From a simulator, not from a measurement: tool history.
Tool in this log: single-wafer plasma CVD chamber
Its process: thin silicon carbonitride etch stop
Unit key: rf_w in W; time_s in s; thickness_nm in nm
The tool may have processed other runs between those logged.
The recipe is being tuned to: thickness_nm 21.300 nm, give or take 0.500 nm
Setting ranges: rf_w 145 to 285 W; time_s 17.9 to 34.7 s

run	hour	rf_w	time_s	thickness_nm
1	0.0	215	26.3	16.089
2	3.6	215	29.1	17.746
3	6.9	215	26.4	16.037
4	12.7	200	26.4	15.748
5	19.8	210	27.4	16.531
6	21.6	225	27.4	16.795
7	27.1	230	28.3	17.364
8	32.6	230	29.1	18.120
9	38.6	235	29.6	18.566
10	45.0	240	30.0	18.858
11	52.6	245	30.4	19.245
12	59.0	245	30.8	19.339

Pick the move, out of 4, that brings all results within their allowed miss; only one does.
A	65.4	285	34.7	?
B	65.4	285	32.4	?
C	65.4	240	31.5	?
D	65.4	265	34.6	?

move	thickness_nm
A	22.607
B	21.109
C	19.621
D	22.115
A: carries the result that was furthest off beyond its target, to the other side
B: each result inside its tolerance
C: gains on the last run, yet a result remains outside its allowed miss
D: carries the result that was furthest off beyond its target, to the other side
The move that meets every target is B.
